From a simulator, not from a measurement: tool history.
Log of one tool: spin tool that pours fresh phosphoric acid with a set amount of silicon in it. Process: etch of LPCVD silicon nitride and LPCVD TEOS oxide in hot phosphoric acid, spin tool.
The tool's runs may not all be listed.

run	day	temperature setpoint of the liquid (°C)	silicon dissolved in the acid as it is poured (mg a litre)	time under the liquid (s)	thickness taken off the LPCVD silicon nitride on a monitor wafer (angstrom)	thickness taken off the LPCVD TEOS oxide on a monitor wafer (angstrom)
1	0	162	15.5	180	160.26	4.1331
2	0.288	161	13	145	125.02	3.2967
3	0.488	160.5	11	120	102.2	2.7872
4	0.6	160	9	100	84.163	2.2247
5	0.875	160	3.5	100	83.669	2.7944
6	1.029	159.5	3	90	73.158	2.3481
7	1.304	159	2.5	85	67.894	2.3322
8	1.55	157	7.5	40	29.499	0.78169
9	1.642	159.5	7.5	40	32.972	0.86191
10	1.929	160.5	6	40	34.172	0.95002
11	2.279	160.5	5.5	45	38.255	1.1616

Run 12 comes next. What will it give?
12	2.562	160	4.5	50	?	?

{"run 12": {"thickness taken off the LPCVD silicon nitride on a monitor wafer (angstrom)": 41.748, "thickness taken off the LPCVD TEOS oxide on a monitor wafer (angstrom)": 1.26}}
